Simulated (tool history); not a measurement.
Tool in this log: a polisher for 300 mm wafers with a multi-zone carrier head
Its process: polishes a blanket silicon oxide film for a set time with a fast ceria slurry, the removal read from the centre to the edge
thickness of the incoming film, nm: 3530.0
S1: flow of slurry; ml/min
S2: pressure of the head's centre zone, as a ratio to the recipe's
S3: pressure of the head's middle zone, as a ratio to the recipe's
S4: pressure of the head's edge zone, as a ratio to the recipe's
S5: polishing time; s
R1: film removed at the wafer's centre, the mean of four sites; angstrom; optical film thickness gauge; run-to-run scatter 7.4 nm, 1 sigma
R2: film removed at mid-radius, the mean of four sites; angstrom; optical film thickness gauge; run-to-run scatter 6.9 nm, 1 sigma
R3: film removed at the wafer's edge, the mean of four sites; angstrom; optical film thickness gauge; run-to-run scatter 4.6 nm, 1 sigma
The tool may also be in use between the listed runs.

run,hour,S1,S2,S3,S4,S5,R1,R2,R3
1,0.0,240,1.00,1.00,1.00,74,10091.0,10286.0,10419.0
2,4.9,240,1.06,1.00,1.00,74,10570.0,10135.0,10466.0
3,7.1,240,1.06,1.00,1.00,92,13522.0,12920.0,12763.0
4,11.5,215,1.05,1.03,0.95,76,10876.0,10353.0,10171.0
5,15.8,210,1.01,1.06,0.92,65,8879.2,9432.9,8788.9
6,17.4,265,1.01,1.06,0.92,65,9294.8,9602.8,8766.5
7,20.8,260,0.99,1.06,0.89,57,7695.6,8270.3,7767.8
8,29.2,260,0.99,1.08,0.87,51,7062.8,7530.2,6933.3
9,35.4,260,0.98,1.09,0.86,47,6496.7,7105.2,6332.7
10,42.6,255,0.97,1.09,0.85,45,6099.3,6766.6,6026.9
11,50.4,195,0.96,1.08,0.81,42,5402.9,5965.4,5403.8

Run 12 has not been measured yet. What should we expect?
12,55.3,200,0.96,1.08,0.81,42,?,?,?

{"run 12": {"R1": 5216.3, "R2": 5995.1, "R3": 5393.4}}
